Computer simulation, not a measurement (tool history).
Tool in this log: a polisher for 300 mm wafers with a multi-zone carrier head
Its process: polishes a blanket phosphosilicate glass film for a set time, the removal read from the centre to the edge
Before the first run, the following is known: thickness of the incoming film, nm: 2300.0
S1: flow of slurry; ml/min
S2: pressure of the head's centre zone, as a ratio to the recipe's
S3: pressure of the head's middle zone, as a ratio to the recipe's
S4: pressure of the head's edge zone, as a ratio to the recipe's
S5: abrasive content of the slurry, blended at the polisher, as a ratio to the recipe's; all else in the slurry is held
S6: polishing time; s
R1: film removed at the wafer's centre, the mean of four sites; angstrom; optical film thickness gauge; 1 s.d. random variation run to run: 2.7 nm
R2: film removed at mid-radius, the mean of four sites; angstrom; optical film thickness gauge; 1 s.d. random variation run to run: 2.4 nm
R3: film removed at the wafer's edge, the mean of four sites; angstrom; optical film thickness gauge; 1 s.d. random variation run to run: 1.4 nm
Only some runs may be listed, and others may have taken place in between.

| run | hour | S1 | S2 | S3 | S4 | S5 | S6 | R1 | R2 | R3 |
|---|---|---|---|---|---|---|---|---|---|---|
| 1 | 0.0 | 290 | 1.00 | 1.00 | 1.00 | 1.00 | 36 | 3683.2 | 3640.9 | 3728.5 |
| 2 | 7.1 | 240 | 1.00 | 1.00 | 1.00 | 1.00 | 36 | 3590.3 | 3564.7 | 3694.9 |
| 3 | 15.8 | 240 | 1.00 | 1.06 | 1.00 | 1.00 | 36 | 3621.8 | 3734.4 | 3633.3 |
| 4 | 21.5 | 240 | 1.00 | 1.12 | 1.00 | 1.00 | 36 | 3677.6 | 3941.0 | 3606.3 |
| 5 | 27.7 | 240 | 1.04 | 1.12 | 1.00 | 1.00 | 36 | 3735.7 | 3970.0 | 3662.1 |
| 6 | 32.4 | 240 | 0.99 | 1.12 | 1.00 | 1.00 | 36 | 3578.3 | 3852.0 | 3674.2 |
| 7 | 38.6 | 235 | 0.97 | 1.03 | 0.97 | 0.85 | 33 | 2818.9 | 3053.9 | 2996.2 |

Run 8 has not been measured yet. What should we expect?
| 8 | 46.8 | 230 | 1.00 | 0.96 | 0.95 | 0.75 | 32 | ? | ? | ? |

{"run 8": {"R1": 2642.5, "R2": 2608.7, "R3": 2634.9}}

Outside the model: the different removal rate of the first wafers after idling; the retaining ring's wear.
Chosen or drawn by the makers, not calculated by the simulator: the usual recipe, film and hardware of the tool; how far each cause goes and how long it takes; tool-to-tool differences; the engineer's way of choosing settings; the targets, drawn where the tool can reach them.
